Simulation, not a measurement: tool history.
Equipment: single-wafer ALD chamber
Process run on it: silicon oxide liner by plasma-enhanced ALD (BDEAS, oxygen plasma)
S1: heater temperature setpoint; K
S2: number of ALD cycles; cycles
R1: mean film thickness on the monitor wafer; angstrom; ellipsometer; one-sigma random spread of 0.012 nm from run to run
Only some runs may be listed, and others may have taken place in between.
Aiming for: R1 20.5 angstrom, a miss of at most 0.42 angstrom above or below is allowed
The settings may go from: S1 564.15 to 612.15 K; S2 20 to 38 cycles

run	hour	S1	S2	R1
1	0	588.15	29	24.497
2	5.9	588.15	26	21.552
3	10.1	583.15	26	21.879
4	13.5	574.15	26	22.219
5	20.9	574.15	28	23.878
6	22.7	575.15	27	22.896
7	29.1	575.15	26	22.133
8	31.6	577.15	23	19.557

Below are 4 possible settings for the next run. Only one of them brings all results inside the allowed miss of their targets. Which is it?
A	34.1	575.15	22	?
B	34.1	574.15	24	?
C	34.1	564.15	24	?
D	34.1	574.15	25	?

move	R1
A	18.87
B	20.611
C	21.272
D	21.47
A: the biggest miss grows against the last run
B: every result within its allowed miss
C: carries the result that was furthest off beyond its target, to the other side
D: carries the result that was furthest off beyond its target, to the other side
The move that meets every target is B.
